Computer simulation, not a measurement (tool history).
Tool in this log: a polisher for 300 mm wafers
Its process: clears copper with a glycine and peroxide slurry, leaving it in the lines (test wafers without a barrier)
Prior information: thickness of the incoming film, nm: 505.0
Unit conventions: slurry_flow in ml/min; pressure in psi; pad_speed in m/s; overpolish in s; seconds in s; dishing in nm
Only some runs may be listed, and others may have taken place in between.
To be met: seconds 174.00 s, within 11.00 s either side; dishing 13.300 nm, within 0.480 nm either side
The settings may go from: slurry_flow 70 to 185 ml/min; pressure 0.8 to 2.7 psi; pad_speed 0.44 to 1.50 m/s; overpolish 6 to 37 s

{"run": 1, "hour": 0.0, "slurry_flow": 120, "pressure": 1.7, "pad_speed": 0.96, "overpolish": 19, "seconds": 140.41, "dishing": 45.25}
{"run": 2, "hour": 6.4, "slurry_flow": 110, "pressure": 1.5, "pad_speed": 0.94, "overpolish": 16, "seconds": 155.08, "dishing": 37.338}
{"run": 3, "hour": 13.1, "slurry_flow": 110, "pressure": 1.5, "pad_speed": 1.06, "overpolish": 16, "seconds": 145.09, "dishing": 38.743}
{"run": 4, "hour": 19.7, "slurry_flow": 110, "pressure": 1.2, "pad_speed": 1.06, "overpolish": 16, "seconds": 161.57, "dishing": 35.907}
{"run": 5, "hour": 20.5, "slurry_flow": 120, "pressure": 1.1, "pad_speed": 0.94, "overpolish": 14, "seconds": 170.26, "dishing": 30.121}
{"run": 6, "hour": 25.3, "slurry_flow": 130, "pressure": 1.0, "pad_speed": 0.84, "overpolish": 12, "seconds": 179.49, "dishing": 24.623}
{"run": 7, "hour": 29.8, "slurry_flow": 140, "pressure": 1.0, "pad_speed": 0.76, "overpolish": 11, "seconds": 175.19, "dishing": 22.463}
{"run": 8, "hour": 38.1, "slurry_flow": 150, "pressure": 1.0, "pad_speed": 0.7, "overpolish": 10, "seconds": 190.27, "dishing": 20.287}
{"run": 9, "hour": 44.7, "slurry_flow": 155, "pressure": 1.0, "pad_speed": 0.66, "overpolish": 9, "seconds": 185.79, "dishing": 18.023}
{"run": 10, "hour": 46.0, "slurry_flow": 160, "pressure": 1.0, "pad_speed": 0.62, "overpolish": 8, "seconds": 187.93, "dishing": 15.793}
{"run": 11, "hour": 53.4, "slurry_flow": 165, "pressure": 1.1, "pad_speed": 0.6, "overpolish": 8, "seconds": 188.87, "dishing": 16.463}
{"run": 12, "hour": 59.3, "slurry_flow": 170, "pressure": 1.2, "pad_speed": 0.56, "overpolish": 8, "seconds": 184.55, "dishing": 16.771}
{"run": 13, "hour": 65.3, "slurry_flow": 175, "pressure": 1.1, "pad_speed": 0.56, "overpolish": 8, "seconds": 199.18, "dishing": 15.855}

4 next moves are on the table. One of them brings every result within its allowed miss. Which?
{"run": "A", "hour": 71.3, "slurry_flow": 180, "pressure": 1.6, "pad_speed": 0.54, "overpolish": 9, "seconds": "?", "dishing": "?"}
{"run": "B", "hour": 71.3, "slurry_flow": 180, "pressure": 1.0, "pad_speed": 0.76, "overpolish": 6, "seconds": "?", "dishing": "?"}
{"run": "C", "hour": 71.3, "slurry_flow": 185, "pressure": 0.8, "pad_speed": 0.44, "overpolish": 12, "seconds": "?", "dishing": "?"}
{"run": "D", "hour": 71.3, "slurry_flow": 185, "pressure": 0.8, "pad_speed": 0.54, "overpolish": 10, "seconds": "?", "dishing": "?"}

move=A seconds=176.47 dishing=20.422
move=B seconds=183.80 dishing=13.326
move=C seconds=229.81 dishing=20.905
move=D seconds=217.59 dishing=18.498
A: its largest miss is bigger than the last run's
B: every result lands within tolerance
C: its largest miss is bigger than the last run's
D: its largest miss is bigger than the last run's
Go with B: it meets all targets.
